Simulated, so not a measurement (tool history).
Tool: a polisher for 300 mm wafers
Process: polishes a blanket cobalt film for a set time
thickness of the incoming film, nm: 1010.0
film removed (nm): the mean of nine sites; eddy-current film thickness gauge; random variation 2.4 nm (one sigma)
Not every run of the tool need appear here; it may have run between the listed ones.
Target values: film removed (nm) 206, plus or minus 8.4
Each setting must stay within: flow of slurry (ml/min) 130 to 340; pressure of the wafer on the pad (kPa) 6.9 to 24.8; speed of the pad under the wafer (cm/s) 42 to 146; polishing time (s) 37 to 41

run,hour,flow of slurry (ml/min),pressure of the wafer on the pad (kPa),speed of the pad under the wafer (cm/s),polishing time (s),film removed (nm)
1,0,220,15.9,94,41,250.09
2,3.2,220,15.9,110,41,289.13
3,8.9,220,14.5,110,41,262.83
4,15.3,220,14.5,110,41,268.2
5,19.4,220,14.5,90,41,222.61
6,27.2,220,14.5,68,41,168.03
7,36,220,15.2,68,41,172.99
8,41.6,220,15.2,68,41,175.11
9,49,220,15.9,68,41,183.79
10,50.7,220,16.5,68,41,193.65

5 next moves are on the table. One of them brings every result within its allowed miss. Which?
A,52.4,315,19.3,58,37,?
B,52.4,175,16.5,70,40,?
C,52.4,135,15.2,74,40,?
D,52.4,260,15.2,74,38,?
E,52.4,200,17.9,70,41,?

move,film removed (nm)
A,177.9
B,184.4
C,169.89
D,179.47
E,208.53
A: lands further from the targets than the last run did
B: lands further from the targets than the last run did
C: lands further from the targets than the last run did
D: lands further from the targets than the last run did
E: all results in spec
Correct choice: E, which meets every target
